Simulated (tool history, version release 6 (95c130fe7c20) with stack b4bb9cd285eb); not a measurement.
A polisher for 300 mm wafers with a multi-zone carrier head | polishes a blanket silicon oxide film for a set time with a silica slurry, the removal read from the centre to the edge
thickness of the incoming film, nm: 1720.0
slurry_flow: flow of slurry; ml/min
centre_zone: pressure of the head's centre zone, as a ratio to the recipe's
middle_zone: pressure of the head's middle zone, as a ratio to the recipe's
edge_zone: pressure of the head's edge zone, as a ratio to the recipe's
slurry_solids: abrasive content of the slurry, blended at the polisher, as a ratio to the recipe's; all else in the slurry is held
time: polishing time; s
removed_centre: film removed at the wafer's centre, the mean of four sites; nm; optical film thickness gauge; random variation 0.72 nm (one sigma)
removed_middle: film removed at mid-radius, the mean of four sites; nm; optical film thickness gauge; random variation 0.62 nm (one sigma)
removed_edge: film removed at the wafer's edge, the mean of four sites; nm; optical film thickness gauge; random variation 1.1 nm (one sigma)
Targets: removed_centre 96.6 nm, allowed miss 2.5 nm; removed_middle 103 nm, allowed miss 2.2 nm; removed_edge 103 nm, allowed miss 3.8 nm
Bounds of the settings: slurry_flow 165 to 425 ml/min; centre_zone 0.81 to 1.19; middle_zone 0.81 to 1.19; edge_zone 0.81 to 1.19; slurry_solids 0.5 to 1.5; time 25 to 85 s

run 1 hour=0 | slurry_flow=275 centre_zone=1 middle_zone=1 edge_zone=1 slurry_solids=1 time=55 | removed_centre=113.71 removed_middle=114.03 removed_edge=112.79
run 2 hour=3.9 | slurry_flow=275 centre_zone=1 middle_zone=1 edge_zone=1 slurry_solids=1 time=50 | removed_centre=101.93 removed_middle=103.24 removed_edge=102.04
run 3 hour=10.8 | slurry_flow=275 centre_zone=1.06 middle_zone=1 edge_zone=1 slurry_solids=1 time=50 | removed_centre=109.12 removed_middle=105.06 removed_edge=101.64
run 4 hour=12.4 | slurry_flow=330 centre_zone=1.06 middle_zone=1 edge_zone=1 slurry_solids=1 time=50 | removed_centre=110.48 removed_middle=105.37 removed_edge=103.78
run 5 hour=21.1 | slurry_flow=325 centre_zone=1.04 middle_zone=1 edge_zone=1 slurry_solids=1 time=50 | removed_centre=107.95 removed_middle=105.99 removed_edge=104.56
run 6 hour=29.4 | slurry_flow=320 centre_zone=1.03 middle_zone=1 edge_zone=1 slurry_solids=1 time=50 | removed_centre=108.15 removed_middle=106.95 removed_edge=105.44
run 7 hour=34.4 | slurry_flow=310 centre_zone=1.02 middle_zone=1 edge_zone=1 slurry_solids=1 time=50 | removed_centre=105.63 removed_middle=105.38 removed_edge=104.22
run 8 hour=42.3 | slurry_flow=305 centre_zone=1.01 middle_zone=1 edge_zone=1 slurry_solids=1 time=50 | removed_centre=104.6 removed_middle=105.12 removed_edge=103.83
run 9 hour=47.2 | slurry_flow=300 centre_zone=1 middle_zone=1 edge_zone=1 slurry_solids=1 time=50 | removed_centre=104.69 removed_middle=104.81 removed_edge=101.74
run 10 hour=56.3 | slurry_flow=295 centre_zone=0.99 middle_zone=1 edge_zone=1.02 slurry_solids=1 time=50 | removed_centre=102.17 removed_middle=103.94 removed_edge=102.48
run 11 hour=57.7 | slurry_flow=295 centre_zone=0.98 middle_zone=1 edge_zone=1.02 slurry_solids=1 time=50 | removed_centre=100.87 removed_middle=104.43 removed_edge=103.6
run 12 hour=64.3 | slurry_flow=290 centre_zone=0.97 middle_zone=1 edge_zone=1.02 slurry_solids=1 time=50 | removed_centre=99.78 removed_middle=104.49 removed_edge=103.21
run 13 hour=66.3 | slurry_flow=285 centre_zone=0.97 middle_zone=1 edge_zone=1.02 slurry_solids=1 time=50 | removed_centre=100.15 removed_middle=104.81 removed_edge=104.97
run 14 hour=71.8 | slurry_flow=280 centre_zone=0.97 middle_zone=1 edge_zone=1.02 slurry_solids=1 time=50 | removed_centre=99.931 removed_middle=104.21 removed_edge=101.86

4 next moves are on the table. One of them brings every result within its allowed miss. Which?
run A hour=77.3 | slurry_flow=255 centre_zone=0.97 middle_zone=1.03 edge_zone=1.13 slurry_solids=1 time=49 | removed_centre=? removed_middle=? removed_edge=?
run B hour=77.3 | slurry_flow=280 centre_zone=0.96 middle_zone=0.94 edge_zone=1.05 slurry_solids=1 time=49 | removed_centre=? removed_middle=? removed_edge=?
run C hour=77.3 | slurry_flow=330 centre_zone=0.88 middle_zone=0.91 edge_zone=1.02 slurry_solids=0.9 time=55 | removed_centre=? removed_middle=? removed_edge=?
run D hour=77.3 | slurry_flow=325 centre_zone=0.9 middle_zone=0.94 edge_zone=1.11 slurry_solids=0.85 time=55 | removed_centre=? removed_middle=? removed_edge=?

move=A removed_centre=96.549 removed_middle=103.92 removed_edge=106.17
move=B removed_centre=96.469 removed_middle=97.121 removed_edge=104.28
move=C removed_centre=95.913 removed_middle=102.51 removed_edge=111.57
move=D removed_centre=95.283 removed_middle=102.25 removed_edge=111.59
A: meets every target
B: brings the result that was furthest off to its target, and leaves another outside
C: brings the result that was furthest off to its target, and leaves another outside
D: brings the result that was furthest off to its target, and leaves another outside
Move A is the one to make.

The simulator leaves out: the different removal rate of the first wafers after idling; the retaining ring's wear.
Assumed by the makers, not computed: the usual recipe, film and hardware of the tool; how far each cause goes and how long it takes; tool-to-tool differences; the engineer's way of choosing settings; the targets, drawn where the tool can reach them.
